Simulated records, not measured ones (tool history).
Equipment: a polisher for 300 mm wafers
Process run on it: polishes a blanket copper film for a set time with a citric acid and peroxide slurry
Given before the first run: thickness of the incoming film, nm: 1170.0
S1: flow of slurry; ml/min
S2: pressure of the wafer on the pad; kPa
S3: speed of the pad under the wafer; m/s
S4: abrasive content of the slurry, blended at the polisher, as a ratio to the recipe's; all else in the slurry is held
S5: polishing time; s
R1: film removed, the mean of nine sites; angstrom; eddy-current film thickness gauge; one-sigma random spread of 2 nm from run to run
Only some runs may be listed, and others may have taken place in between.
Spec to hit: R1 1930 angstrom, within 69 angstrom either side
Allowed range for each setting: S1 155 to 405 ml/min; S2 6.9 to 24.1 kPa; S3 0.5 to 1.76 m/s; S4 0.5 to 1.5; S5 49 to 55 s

run  hour   S1    S2    S3    S4  S5      R1
  1     0  260  15.2  1.12     1  55  961.67
  2     9  260  15.2  1.12     1  49   868.6
  3  15.2  220  15.2  1.12     1  49  847.61
  4    17  220  15.2  1.12  1.15  49  875.34
  5  20.6  195  15.2  1.12  1.15  49  875.46
  6  21.2  195  15.2   1.4  1.15  49  1064.3
  7  22.4  205  17.9  1.42  1.15  49  1237.5
  8  27.3  210    20  1.48  1.15  49    1392
  9  33.7  215  21.4  1.54  1.15  49  1532.3
 10  38.1  215  22.1  1.58  1.15  49  1600.4
 11  44.4  215  22.8  1.62  1.15  49  1684.5
 12  53.3  215  23.4  1.66  1.15  49  1753.5

Below are 5 possible settings for the next run. Only one of them brings all results inside the allowed miss of their targets. Which is it?
  A  62.2  225  22.1   1.7   1.1  51   ?
  B  62.2  330  21.4  1.54   1.5  54   ?
  C  62.2  175  23.4  1.64  1.15  52   ?
  D  62.2  340  20.7  1.76   1.3  53   ?
  E  62.2  210  24.1  1.54  1.15  52   ?

move      R1
   A  1761.1
   B  1802.7
   C  1803.6
   D  1913.2
   E  1754.1
A: about the same distance from the targets as the last run
B: moves toward the targets from the last run without getting all of them in spec
C: moves toward the targets from the last run without getting all of them in spec
D: hits every target within its allowed miss
E: about the same distance from the targets as the last run
Move D is the one to make.
